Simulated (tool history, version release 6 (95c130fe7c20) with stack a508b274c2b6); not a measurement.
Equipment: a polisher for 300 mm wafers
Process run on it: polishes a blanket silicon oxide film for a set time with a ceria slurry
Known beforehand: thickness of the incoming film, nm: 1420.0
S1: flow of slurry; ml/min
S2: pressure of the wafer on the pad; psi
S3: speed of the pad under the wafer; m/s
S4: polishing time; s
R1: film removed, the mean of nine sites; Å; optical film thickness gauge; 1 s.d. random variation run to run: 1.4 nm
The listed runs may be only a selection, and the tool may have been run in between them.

{"run": 1, "day": 0.0, "S1": 300, "S2": 3, "S3": 0.9, "S4": 75, "R1": 2999.7}
{"run": 2, "day": 0.258, "S1": 295, "S2": 2.6, "S3": 0.9, "S4": 75, "R1": 2619.1}
{"run": 3, "day": 0.55, "S1": 295, "S2": 3, "S3": 0.9, "S4": 75, "R1": 2996.9}
{"run": 4, "day": 0.854, "S1": 295, "S2": 3, "S3": 0.9, "S4": 79, "R1": 3169.1}
{"run": 5, "day": 1.217, "S1": 295, "S2": 3, "S3": 1, "S4": 79, "R1": 3456.2}
{"run": 6, "day": 1.479, "S1": 290, "S2": 2.5, "S3": 1, "S4": 79, "R1": 2898.3}
{"run": 7, "day": 1.642, "S1": 280, "S2": 2.2, "S3": 1, "S4": 79, "R1": 2581.8}
{"run": 8, "day": 1.704, "S1": 265, "S2": 2, "S3": 1, "S4": 79, "R1": 2289.2}
{"run": 9, "day": 1.8, "S1": 240, "S2": 2, "S3": 1, "S4": 79, "R1": 2275.8}
{"run": 10, "day": 2.067, "S1": 235, "S2": 1.6, "S3": 1, "S4": 79, "R1": 1847.8}
{"run": 11, "day": 2.154, "S1": 260, "S2": 1.6, "S3": 1, "S4": 79, "R1": 1872.6}
{"run": 12, "day": 2.175, "S1": 275, "S2": 1.7, "S3": 1, "S4": 79, "R1": 1985.6}
{"run": 13, "day": 2.271, "S1": 280, "S2": 1.7, "S3": 1, "S4": 79, "R1": 2025.7}
{"run": 14, "day": 2.492, "S1": 280, "S2": 1.7, "S3": 1, "S4": 79, "R1": 1982.5}
{"run": 15, "day": 2.575, "S1": 285, "S2": 1.8, "S3": 1, "S4": 79, "R1": 2101.4}

What will run 16 give?
{"run": 16, "day": 2.896, "S1": 280, "S2": 1.8, "S3": 1, "S4": 79, "R1": "?"}

R1: 2127.4 Å
